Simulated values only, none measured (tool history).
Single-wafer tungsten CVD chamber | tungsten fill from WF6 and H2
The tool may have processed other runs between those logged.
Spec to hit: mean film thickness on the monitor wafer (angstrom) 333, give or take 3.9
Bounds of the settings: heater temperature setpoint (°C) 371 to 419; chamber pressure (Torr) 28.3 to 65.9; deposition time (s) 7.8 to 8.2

run  hour  heater temperature setpoint (°C)  chamber pressure (Torr)  deposition time (s)  mean film thickness on the monitor wafer (angstrom)
  1     0                               395                     47.1                  8.2                                               263.94
  2   8.6                               399                     47.1                  8.2                                               281.71
  3  15.3                               402                     47.1                  8.2                                               296.64
  4  18.2                               402                     47.1                  7.8                                               283.25
  5  22.1                               405                     47.2                  7.8                                               296.23
  6    25                               407                     47.2                  7.8                                                305.6
  7  26.9                               409                     47.2                  7.8                                               314.73
  8  32.4                               410                     47.2                  7.8                                                319.9
  9    39                               411                     47.2                  7.8                                               325.24

Consider the 4 candidate settings below. Which is the only one whose results all fall within their allowed miss of target?
  A  45.6                               407                     49.1                  7.9                                                    ?
  B  45.6                               411                     45.4                    8                                                    ?
  C  45.6                               411                     45.3                  8.2                                                    ?
  D  45.6                               412                     44.5                  7.8                                                    ?

move  mean film thickness on the monitor wafer (angstrom)
   A                                               316.43
   B                                                325.7
   C                                               333.44
   D                                               318.66
A: misses by more than the last run did
B: nearer the targets than the last run, but a result is still out of spec
C: meets every target
D: misses by more than the last run did
So the answer is move C, the one that meets all the targets.
